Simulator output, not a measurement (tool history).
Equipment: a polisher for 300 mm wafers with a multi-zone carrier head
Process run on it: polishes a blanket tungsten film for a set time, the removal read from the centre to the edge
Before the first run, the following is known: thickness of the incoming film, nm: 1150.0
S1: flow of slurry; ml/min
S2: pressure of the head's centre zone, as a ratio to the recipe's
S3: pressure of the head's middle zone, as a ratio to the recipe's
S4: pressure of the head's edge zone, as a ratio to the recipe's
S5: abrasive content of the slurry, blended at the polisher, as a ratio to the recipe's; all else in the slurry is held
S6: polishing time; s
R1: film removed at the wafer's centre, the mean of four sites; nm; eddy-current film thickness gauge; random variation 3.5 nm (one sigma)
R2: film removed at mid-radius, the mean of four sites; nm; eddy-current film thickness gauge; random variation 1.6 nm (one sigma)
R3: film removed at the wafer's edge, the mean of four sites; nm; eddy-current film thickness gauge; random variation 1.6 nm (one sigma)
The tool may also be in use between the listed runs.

Run 1, hour 0: S1 235 ml/min, S2 1, S3 1, S4 1, S5 1, S6 57 s. Result: R1 196.14 nm, R2 190.95 nm, R3 195.88 nm.
Run 2, hour 8.2: S1 255 ml/min, S2 1.05, S3 1, S4 1.02, S5 1.1, S6 57 s. Result: R1 211.19 nm, R2 200.47 nm, R3 205.78 nm.
Run 3, hour 12.9: S1 265 ml/min, S2 1.09, S3 0.97, S4 1, S5 1.2, S6 58 s. Result: R1 237.44 nm, R2 205.45 nm, R3 212.78 nm.
Run 4, hour 16.7: S1 280 ml/min, S2 1.12, S3 0.96, S4 1.02, S5 1.25, S6 58 s. Result: R1 249 nm, R2 205.34 nm, R3 219.58 nm.
Run 5, hour 25.4: S1 290 ml/min, S2 1.14, S3 0.96, S4 1.03, S5 1.3, S6 58 s. Result: R1 260.48 nm, R2 211.27 nm, R3 224.31 nm.
Run 6, hour 30.3: S1 300 ml/min, S2 1.15, S3 0.96, S4 1.04, S5 1.3, S6 58 s. Result: R1 264.03 nm, R2 210.83 nm, R3 225.89 nm.
Run 7, hour 32.2: S1 305 ml/min, S2 1.16, S3 0.96, S4 1.05, S5 1.3, S6 58 s. Result: R1 264.66 nm, R2 211.36 nm, R3 226 nm.
Run 8, hour 37.1: S1 310 ml/min, S2 1.17, S3 0.96, S4 1.05, S5 1.35, S6 58 s. Result: R1 268.03 nm, R2 214 nm, R3 230.38 nm.
Run 9, hour 44.1: S1 315 ml/min, S2 1.18, S3 0.96, S4 1.04, S5 1.4, S6 58 s. Result: R1 265.11 nm, R2 215.73 nm, R3 231.35 nm.

What does the tool deliver on the next run?
Run 10, hour 49.1: S1 315 ml/min, S2 1.18, S3 0.96, S4 1.04, S5 1.35, S6 59 s. Result: R1 ?, R2 ?, R3 ?.

{"run 10": {"R1": 276.89, "R2": 217.99, "R3": 234.75}}
